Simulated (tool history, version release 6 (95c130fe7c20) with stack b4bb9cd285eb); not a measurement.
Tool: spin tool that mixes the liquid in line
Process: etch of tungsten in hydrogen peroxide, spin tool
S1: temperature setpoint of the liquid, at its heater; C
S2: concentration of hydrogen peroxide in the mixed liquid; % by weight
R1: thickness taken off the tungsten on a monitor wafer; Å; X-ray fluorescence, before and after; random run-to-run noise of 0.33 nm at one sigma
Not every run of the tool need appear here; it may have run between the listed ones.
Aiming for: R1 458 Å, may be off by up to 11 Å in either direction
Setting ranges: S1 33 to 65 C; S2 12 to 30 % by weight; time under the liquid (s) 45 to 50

{"run": 1, "day": 0.0, "S1": 49, "S2": 23, "time under the liquid (s)": 45, "R1": 969.95}
{"run": 2, "day": 0.154, "S1": 45.5, "S2": 23, "time under the liquid (s)": 45, "R1": 772.19}
{"run": 3, "day": 0.483, "S1": 45.5, "S2": 23, "time under the liquid (s)": 50, "R1": 872.25}
{"run": 4, "day": 0.75, "S1": 43, "S2": 23, "time under the liquid (s)": 50, "R1": 723.26}
{"run": 5, "day": 0.954, "S1": 43, "S2": 27, "time under the liquid (s)": 50, "R1": 797.3}
{"run": 6, "day": 0.992, "S1": 43, "S2": 24, "time under the liquid (s)": 50, "R1": 756.94}
{"run": 7, "day": 1.346, "S1": 41, "S2": 24, "time under the liquid (s)": 50, "R1": 656.53}
{"run": 8, "day": 1.438, "S1": 39.5, "S2": 24, "time under the liquid (s)": 50, "R1": 603.62}
{"run": 9, "day": 1.492, "S1": 38.5, "S2": 24, "time under the liquid (s)": 50, "R1": 552.38}
{"run": 10, "day": 1.604, "S1": 38.5, "S2": 24, "time under the liquid (s)": 50, "R1": 566.61}
{"run": 11, "day": 1.742, "S1": 37.5, "S2": 24, "time under the liquid (s)": 50, "R1": 519.49}
{"run": 12, "day": 1.879, "S1": 37, "S2": 24, "time under the liquid (s)": 50, "R1": 505.75}
{"run": 13, "day": 1.921, "S1": 36.5, "S2": 24, "time under the liquid (s)": 50, "R1": 496.13}
{"run": 14, "day": 1.95, "S1": 36, "S2": 24, "time under the liquid (s)": 50, "R1": 473.86}

Which single option among these 5 for the next run brings every result within its allowed miss of target? Just one does.
{"run": "A", "day": 1.979, "S1": 37, "S2": 22.5, "time under the liquid (s)": 50, "R1": "?"}
{"run": "B", "day": 1.979, "S1": 36.5, "S2": 25, "time under the liquid (s)": 50, "R1": "?"}
{"run": "C", "day": 1.979, "S1": 35.5, "S2": 24, "time under the liquid (s)": 50, "R1": "?"}
{"run": "D", "day": 1.979, "S1": 36.5, "S2": 23.5, "time under the liquid (s)": 50, "R1": "?"}
{"run": "E", "day": 1.979, "S1": 37.5, "S2": 21.5, "time under the liquid (s)": 50, "R1": "?"}

move=A R1=490.99
move=B R1=500.63
move=C R1=458.83
move=D R1=485.38
move=E R1=496.11
A: further off than the last run
B: further off than the last run
C: every result lands within tolerance
D: further off than the last run
E: further off than the last run
Move C is the one to make.
